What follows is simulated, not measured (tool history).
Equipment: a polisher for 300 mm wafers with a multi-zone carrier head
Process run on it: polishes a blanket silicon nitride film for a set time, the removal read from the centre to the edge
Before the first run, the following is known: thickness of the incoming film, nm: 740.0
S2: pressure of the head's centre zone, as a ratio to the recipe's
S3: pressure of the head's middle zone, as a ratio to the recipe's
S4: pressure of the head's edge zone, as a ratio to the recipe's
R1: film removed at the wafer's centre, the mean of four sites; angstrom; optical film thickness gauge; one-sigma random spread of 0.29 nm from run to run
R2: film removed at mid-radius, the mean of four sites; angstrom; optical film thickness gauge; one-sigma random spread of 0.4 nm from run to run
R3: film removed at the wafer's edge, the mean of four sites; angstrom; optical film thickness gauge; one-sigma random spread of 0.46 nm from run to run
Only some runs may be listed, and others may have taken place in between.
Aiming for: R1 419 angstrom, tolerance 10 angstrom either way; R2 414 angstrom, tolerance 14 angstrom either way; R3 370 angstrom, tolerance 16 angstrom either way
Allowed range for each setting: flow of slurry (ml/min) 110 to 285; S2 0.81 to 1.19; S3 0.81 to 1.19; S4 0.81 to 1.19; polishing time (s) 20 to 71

run 1 hour=0 | flow_of_slurry_(ml/min)=180 S2=1 S3=1 S4=1 polishing_time_(s)=45 | R1=632.15 R2=628.52 R3=635.94
run 2 hour=8.7 | flow_of_slurry_(ml/min)=185 S2=1.01 S3=1.01 S4=0.95 polishing_time_(s)=39 | R1=554.46 R2=557.81 R3=537.03
run 3 hour=13.8 | flow_of_slurry_(ml/min)=185 S2=1.01 S3=1.01 S4=1.03 polishing_time_(s)=39 | R1=557.42 R2=564.71 R3=547.57
run 4 hour=21.6 | flow_of_slurry_(ml/min)=165 S2=1.01 S3=1.01 S4=1.03 polishing_time_(s)=39 | R1=530.96 R2=540.18 R3=533.07
-- hour=23.3 worn pad replaced by a new one
run 5 hour=23.3 | flow_of_slurry_(ml/min)=160 S2=1.03 S3=1.02 S4=1 polishing_time_(s)=35 | R1=515.59 R2=512.74 R3=505.76
run 6 hour=30.1 | flow_of_slurry_(ml/min)=160 S2=1.03 S3=1.02 S4=1 polishing_time_(s)=27 | R1=401.9 R2=396.31 R3=392.29
run 7 hour=33.8 | flow_of_slurry_(ml/min)=185 S2=1.03 S3=1.03 S4=0.97 polishing_time_(s)=26 | R1=395.91 R2=402.26 R3=369.76
run 8 hour=36.9 | flow_of_slurry_(ml/min)=190 S2=1.04 S3=1.03 S4=0.97 polishing_time_(s)=26 | R1=403.31 R2=399.47 R3=375.68
run 9 hour=42 | flow_of_slurry_(ml/min)=200 S2=1.05 S3=1.04 S4=0.96 polishing_time_(s)=26 | R1=407.14 R2=407.78 R3=379.61

Next run, 4 choices. One meets every target within its allowed miss, the rest don't. Which?
run A hour=47.1 | flow_of_slurry_(ml/min)=170 S2=1.12 S3=0.94 S4=0.99 polishing_time_(s)=28 | R1=? R2=? R3=?
run B hour=47.1 | flow_of_slurry_(ml/min)=245 S2=1.09 S3=1.07 S4=0.94 polishing_time_(s)=25 | R1=? R2=? R3=?
run C hour=47.1 | flow_of_slurry_(ml/min)=200 S2=1.1 S3=0.99 S4=0.93 polishing_time_(s)=26 | R1=? R2=? R3=?
run D hour=47.1 | flow_of_slurry_(ml/min)=130 S2=0.97 S3=1.08 S4=1.03 polishing_time_(s)=28 | R1=? R2=? R3=?

move=A R1=445.6 R2=392.28 R3=403.63
move=B R1=414.41 R2=413.15 R3=365.73
move=C R1=420.64 R2=391.16 R3=371.05
move=D R1=370.98 R2=416.13 R3=393.82
A: the result that was furthest off in the last run now lies on the other side of its target
B: meets every target
C: the furthest-off result lands on target, but another misses its tolerance
D: moves away from the targets compared with the last run
Go with B: it meets all targets.
